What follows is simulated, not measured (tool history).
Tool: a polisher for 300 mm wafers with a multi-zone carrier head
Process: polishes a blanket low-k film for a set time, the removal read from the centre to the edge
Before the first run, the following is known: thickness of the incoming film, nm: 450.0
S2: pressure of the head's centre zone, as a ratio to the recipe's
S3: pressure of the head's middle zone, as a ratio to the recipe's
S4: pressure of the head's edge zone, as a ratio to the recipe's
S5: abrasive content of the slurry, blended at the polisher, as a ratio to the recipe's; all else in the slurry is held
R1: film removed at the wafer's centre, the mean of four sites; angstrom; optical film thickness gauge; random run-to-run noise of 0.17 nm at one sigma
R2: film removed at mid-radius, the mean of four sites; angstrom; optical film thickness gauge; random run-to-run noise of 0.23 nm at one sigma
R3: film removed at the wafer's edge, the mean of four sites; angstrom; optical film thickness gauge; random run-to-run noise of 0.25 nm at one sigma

Run 1, hour 0.0: flow of slurry (ml/min) 145, S2 1.00, S3 1.00, S4 1.00, S5 1.00, polishing time (s) 49. Result: R1 193.02 angstrom, R2 190.17 angstrom, R3 187.23 angstrom.
Run 2, hour 8.5: flow of slurry (ml/min) 120, S2 1.00, S3 1.00, S4 1.00, S5 1.00, polishing time (s) 49. Result: R1 180.90 angstrom, R2 184.17 angstrom, R3 184.95 angstrom.
Run 3, hour 11.3: flow of slurry (ml/min) 120, S2 1.00, S3 1.00, S4 0.91, S5 1.00, polishing time (s) 49. Result: R1 180.51 angstrom, R2 181.94 angstrom, R3 174.01 angstrom.
Run 4, hour 11.8: flow of slurry (ml/min) 120, S2 1.00, S3 1.00, S4 0.91, S5 0.90, polishing time (s) 49. Result: R1 173.35 angstrom, R2 176.24 angstrom, R3 167.42 angstrom.
Run 5, hour 18.7: flow of slurry (ml/min) 120, S2 1.00, S3 1.00, S4 0.87, S5 0.90, polishing time (s) 49. Result: R1 175.52 angstrom, R2 175.90 angstrom, R3 162.00 angstrom.
Run 6, hour 24.1: flow of slurry (ml/min) 130, S2 1.00, S3 1.02, S4 0.91, S5 0.95, polishing time (s) 49. Result: R1 180.72 angstrom, R2 189.69 angstrom, R3 174.22 angstrom.
Run 7, hour 29.4: flow of slurry (ml/min) 140, S2 1.00, S3 1.03, S4 0.94, S5 0.95, polishing time (s) 49. Result: R1 183.90 angstrom, R2 191.69 angstrom, R3 176.62 angstrom.
Run 8, hour 31.1: flow of slurry (ml/min) 175, S2 0.95, S3 1.12, S4 1.04, S5 1.20, polishing time (s) 49. Result: R1 202.41 angstrom, R2 232.27 angstrom, R3 206.95 angstrom.
Run 9, hour 38.9: flow of slurry (ml/min) 175, S2 0.95, S3 1.12, S4 1.05, S5 1.20, polishing time (s) 49. Result: R1 204.78 angstrom, R2 229.91 angstrom, R3 210.78 angstrom.

What will run 10 give?
Run 10, hour 47.4: flow of slurry (ml/min) 180, S2 0.95, S3 1.12, S4 1.06, S5 1.20, polishing time (s) 49. Result: R1 ?, R2 ?, R3 ?.

{"run 10": {"R1": 203.85, "R2": 232.46, "R3": 212.32}}
